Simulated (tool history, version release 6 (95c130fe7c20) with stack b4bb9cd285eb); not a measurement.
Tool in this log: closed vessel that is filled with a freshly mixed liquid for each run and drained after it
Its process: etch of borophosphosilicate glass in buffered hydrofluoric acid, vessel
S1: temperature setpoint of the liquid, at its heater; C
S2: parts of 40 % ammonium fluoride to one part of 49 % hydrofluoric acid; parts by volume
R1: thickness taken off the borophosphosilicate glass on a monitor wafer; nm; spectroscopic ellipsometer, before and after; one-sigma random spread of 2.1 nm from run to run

run 1 hour=0 | S1=23 S2=11 time_in_the_liquid_(s)=95 | R1=160.97
run 2 hour=1.1 | S1=19.5 S2=11 time_in_the_liquid_(s)=95 | R1=132.97
run 3 hour=4.4 | S1=22.5 S2=11 time_in_the_liquid_(s)=95 | R1=154.73
run 4 hour=12.3 | S1=24.5 S2=11 time_in_the_liquid_(s)=95 | R1=175.31
run 5 hour=15.1 | S1=25.5 S2=11 time_in_the_liquid_(s)=95 | R1=183.42
run 6 hour=17.7 | S1=25.5 S2=14 time_in_the_liquid_(s)=95 | R1=144.8
run 7 hour=21.5 | S1=27 S2=13.5 time_in_the_liquid_(s)=95 | R1=161.76

What will run 8 give?
run 8 hour=30.9 | S1=28.5 S2=13 time_in_the_liquid_(s)=95 | R1=?

{"run 8": {"R1": 183.3}}

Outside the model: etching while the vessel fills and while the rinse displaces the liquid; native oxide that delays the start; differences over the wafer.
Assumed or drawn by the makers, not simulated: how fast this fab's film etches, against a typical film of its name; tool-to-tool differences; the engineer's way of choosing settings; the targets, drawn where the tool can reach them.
